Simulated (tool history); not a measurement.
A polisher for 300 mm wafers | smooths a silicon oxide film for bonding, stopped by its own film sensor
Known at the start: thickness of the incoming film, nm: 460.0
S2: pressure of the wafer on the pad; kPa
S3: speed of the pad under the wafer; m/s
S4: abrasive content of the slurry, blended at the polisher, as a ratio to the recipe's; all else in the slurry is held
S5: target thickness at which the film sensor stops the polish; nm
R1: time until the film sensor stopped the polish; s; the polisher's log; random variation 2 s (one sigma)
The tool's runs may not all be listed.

run 1 hour=0 | flow_of_slurry_(ml/min)=265 S2=13.8 S3=0.72 S4=1 S5=434 | R1=59.944
run 2 hour=8.1 | flow_of_slurry_(ml/min)=265 S2=13.8 S3=0.72 S4=1.15 S5=434 | R1=56.548
run 3 hour=11.5 | flow_of_slurry_(ml/min)=265 S2=13.8 S3=0.72 S4=1.1 S5=434 | R1=57.274
run 4 hour=13.6 | flow_of_slurry_(ml/min)=265 S2=13.1 S3=0.7 S4=1.1 S5=434 | R1=60.882
run 5 hour=15.8 | flow_of_slurry_(ml/min)=265 S2=13.1 S3=0.7 S4=1.1 S5=434 | R1=61.434
run 6 hour=21.5 | flow_of_slurry_(ml/min)=265 S2=13.1 S3=0.7 S4=0.9 S5=434 | R1=65.79

Run 7 comes next. What will it give?
run 7 hour=30.4 | flow_of_slurry_(ml/min)=265 S2=12.4 S3=0.68 S4=0.9 S5=434 | R1=?

{"run 7": {"R1": 69.906}}
